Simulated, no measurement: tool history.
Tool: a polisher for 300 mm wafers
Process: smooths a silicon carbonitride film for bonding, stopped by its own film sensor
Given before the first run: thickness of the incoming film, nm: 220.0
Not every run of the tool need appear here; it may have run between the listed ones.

| run | hour | flow of slurry (ml/min) | pressure of the wafer on the pad (psi) | speed of the pad under the wafer (cm/s) | abrasive content of the slurry | target thickness at which the film sensor stops the polish (nm) | time until the film sensor stopped the polish (s) |
|---|---|---|---|---|---|---|---|
| 1 | 0.0 | 155 | 2.0 | 94 | 1.0 | 198 | 115.53 |
| 2 | 6.8 | 155 | 1.9 | 94 | 1.0 | 198 | 120.78 |
| 3 | 8.4 | 155 | 1.9 | 94 | 1.0 | 198 | 120.67 |
| 4 | 9.7 | 155 | 1.9 | 94 | 1.2 | 198 | 112.85 |
| 5 | 15.1 | 155 | 1.8 | 94 | 1.2 | 198 | 122.75 |
| 6 | 15.9 | 155 | 1.8 | 102 | 1.2 | 198 | 113.26 |
| 7 | 17.6 | 155 | 1.7 | 102 | 1.2 | 198 | 121.34 |
| 8 | 25.9 | 155 | 1.6 | 102 | 1.2 | 198 | 123.46 |

Run 9 is up next; what results do you expect?
| 9 | 33.7 | 155 | 1.6 | 102 | 1.2 | 198 | ? |

{"run 9": {"time until the film sensor stopped the polish (s)": 128.6}}

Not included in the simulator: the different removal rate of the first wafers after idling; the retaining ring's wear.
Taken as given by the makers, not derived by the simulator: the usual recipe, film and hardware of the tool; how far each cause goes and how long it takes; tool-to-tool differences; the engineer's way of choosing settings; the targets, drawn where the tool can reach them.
